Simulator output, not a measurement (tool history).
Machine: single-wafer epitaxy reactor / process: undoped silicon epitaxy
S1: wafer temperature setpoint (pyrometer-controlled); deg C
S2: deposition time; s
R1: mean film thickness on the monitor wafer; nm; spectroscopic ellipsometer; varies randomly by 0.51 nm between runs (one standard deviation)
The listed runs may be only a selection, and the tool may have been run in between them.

| run | hour | S1 | S2 | R1 |
|---|---|---|---|---|
| 1 | 0.0 | 635 | 578 | 69.725 |
| 2 | 0.9 | 635 | 620 | 74.961 |
| 3 | 1.9 | 635 | 589 | 71.352 |
| 4 | 4.4 | 640 | 589 | 80.389 |
| 5 | 6.8 | 641 | 589 | 82.517 |
| 6 | 7.9 | 636 | 589 | 73.333 |
| 7 | 11.6 | 648 | 591 | 98.595 |

For run 8, what comes out?
| 8 | 18.7 | 647 | 591 | ? |

R1: 95.427 nm
